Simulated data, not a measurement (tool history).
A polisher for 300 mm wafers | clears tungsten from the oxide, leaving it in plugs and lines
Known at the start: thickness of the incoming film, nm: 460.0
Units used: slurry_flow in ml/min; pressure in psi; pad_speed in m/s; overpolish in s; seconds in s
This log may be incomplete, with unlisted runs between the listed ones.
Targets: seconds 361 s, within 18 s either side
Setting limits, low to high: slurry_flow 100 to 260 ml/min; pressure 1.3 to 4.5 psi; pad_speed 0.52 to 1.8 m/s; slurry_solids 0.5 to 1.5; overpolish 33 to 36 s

| run | hour | slurry_flow | pressure | pad_speed | slurry_solids | overpolish | seconds |
|---|---|---|---|---|---|---|---|
| 1 | 0 | 165 | 2.9 | 1.16 | 1 | 33 | 112.38 |
| 2 | 1.6 | 165 | 3.3 | 1.16 | 1 | 33 | 102.33 |
| 3 | 9.6 | 165 | 3.6 | 1.16 | 1 | 33 | 93.147 |
| 4 | 16.1 | 145 | 2.9 | 0.96 | 0.9 | 33 | 144.68 |
| 5 | 23.1 | 140 | 2.4 | 0.82 | 0.85 | 33 | 209.54 |
| 6 | 29.7 | 120 | 2.4 | 0.82 | 0.85 | 33 | 216.63 |
| 7 | 33.7 | 115 | 2.1 | 0.78 | 0.85 | 33 | 262.99 |
| 8 | 36.8 | 115 | 1.9 | 0.78 | 0.85 | 33 | 284.28 |
| 9 | 40.9 | 115 | 1.7 | 0.78 | 0.85 | 33 | 313.94 |
| 10 | 48.3 | 115 | 1.6 | 0.78 | 0.85 | 33 | 340.63 |

Consider the 4 candidate settings below. Which is the only one whose results all fall within their allowed miss of target?
| A | 55.7 | 115 | 1.7 | 0.74 | 1 | 33 | ? |
| B | 55.7 | 145 | 1.3 | 0.96 | 0.85 | 33 | ? |
| C | 55.7 | 135 | 1.8 | 0.72 | 0.7 | 33 | ? |
| D | 55.7 | 110 | 1.3 | 0.84 | 1.2 | 35 | ? |

| move | seconds |
|---|---|
| A | 316.84 |
| B | 315.09 |
| C | 327.17 |
| D | 348.14 |
A: the biggest miss grows against the last run
B: the biggest miss grows against the last run
C: the biggest miss grows against the last run
D: hits every target within its allowed miss
Go with D: it meets all targets.
